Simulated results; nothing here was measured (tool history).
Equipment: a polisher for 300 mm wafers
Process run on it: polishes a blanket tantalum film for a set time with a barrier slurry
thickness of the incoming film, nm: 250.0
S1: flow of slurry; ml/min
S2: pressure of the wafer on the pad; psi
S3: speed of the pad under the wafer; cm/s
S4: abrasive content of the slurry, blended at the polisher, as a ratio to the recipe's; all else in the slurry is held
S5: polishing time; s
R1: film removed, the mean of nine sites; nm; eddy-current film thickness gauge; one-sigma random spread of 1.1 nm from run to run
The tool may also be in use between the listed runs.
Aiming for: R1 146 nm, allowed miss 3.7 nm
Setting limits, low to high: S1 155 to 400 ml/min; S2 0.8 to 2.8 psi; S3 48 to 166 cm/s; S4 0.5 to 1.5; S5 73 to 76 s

run 1 hour=0 | S1=255 S2=1.8 S3=106 S4=1 S5=73 | R1=94.63
run 2 hour=3.9 | S1=295 S2=1.8 S3=106 S4=1 S5=73 | R1=95.464
run 3 hour=8.9 | S1=295 S2=1.5 S3=106 S4=1 S5=73 | R1=81.179
run 4 hour=17.4 | S1=295 S2=1.5 S3=106 S4=0.9 S5=73 | R1=76.945
run 5 hour=22.1 | S1=245 S2=1.5 S3=106 S4=0.9 S5=73 | R1=76.075
run 6 hour=22.7 | S1=245 S2=1.5 S3=106 S4=1 S5=73 | R1=79.385
run 7 hour=29.9 | S1=245 S2=1.6 S3=106 S4=1 S5=73 | R1=84.194
run 8 hour=34.4 | S1=270 S2=2.1 S3=108 S4=1 S5=73 | R1=111.09
run 9 hour=43.2 | S1=270 S2=2.2 S3=108 S4=1 S5=73 | R1=116.39
run 10 hour=45.1 | S1=270 S2=2.3 S3=108 S4=1 S5=73 | R1=124.11
run 11 hour=52.2 | S1=275 S2=2.5 S3=108 S4=1 S5=73 | R1=132.85
run 12 hour=59.8 | S1=275 S2=2.6 S3=108 S4=1 S5=73 | R1=137.79

Which of these 5 next moves meets every target?
run A hour=67.4 | S1=250 S2=2.6 S3=98 S4=0.95 S5=73 | R1=?
run B hour=67.4 | S1=345 S2=2.4 S3=112 S4=0.9 S5=73 | R1=?
run C hour=67.4 | S1=230 S2=2.4 S3=112 S4=0.95 S5=76 | R1=?
run D hour=67.4 | S1=270 S2=2.6 S3=96 S4=1.1 S5=75 | R1=?
run E hour=67.4 | S1=305 S2=2.2 S3=140 S4=1 S5=73 | R1=?

move=A R1=125.09
move=B R1=127.95
move=C R1=132.12
move=D R1=134.19
move=E R1=144.2
A: further off than the last run
B: further off than the last run
C: further off than the last run
D: further off than the last run
E: each result inside its tolerance
So the answer is move E, the one that meets all the targets.
